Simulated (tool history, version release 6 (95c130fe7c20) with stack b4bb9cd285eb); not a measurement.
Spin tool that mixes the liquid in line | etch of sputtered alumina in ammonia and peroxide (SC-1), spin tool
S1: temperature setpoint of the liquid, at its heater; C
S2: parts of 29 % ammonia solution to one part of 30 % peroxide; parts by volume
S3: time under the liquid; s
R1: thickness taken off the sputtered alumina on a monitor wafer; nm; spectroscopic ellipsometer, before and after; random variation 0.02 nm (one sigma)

{"run": 1, "hour": 0.0, "S1": 62.0, "S2": 1.0, "S3": 85, "R1": 10.474}
{"run": 2, "hour": 7.1, "S1": 62.0, "S2": 1.2, "S3": 85, "R1": 10.717}
{"run": 3, "hour": 8.0, "S1": 62.0, "S2": 1.2, "S3": 85, "R1": 10.705}
{"run": 4, "hour": 12.5, "S1": 62.0, "S2": 1.2, "S3": 85, "R1": 10.689}
{"run": 5, "hour": 15.2, "S1": 62.0, "S2": 1.2, "S3": 85, "R1": 10.687}
{"run": 6, "hour": 21.7, "S1": 66.0, "S2": 1.2, "S3": 85, "R1": 13.046}
{"run": 7, "hour": 23.2, "S1": 64.0, "S2": 1.2, "S3": 85, "R1": 11.785}
{"run": 8, "hour": 31.1, "S1": 56.0, "S2": 1.15, "S3": 85, "R1": 7.8606}
{"run": 9, "hour": 35.1, "S1": 55.0, "S2": 1.15, "S3": 85, "R1": 7.3802}

The next listed run, before its measurement:
{"run": 10, "hour": 40.8, "S1": 54.5, "S2": 1.15, "S3": 85, "R1": "?"}

{"run 10": {"R1": 7.2126}}
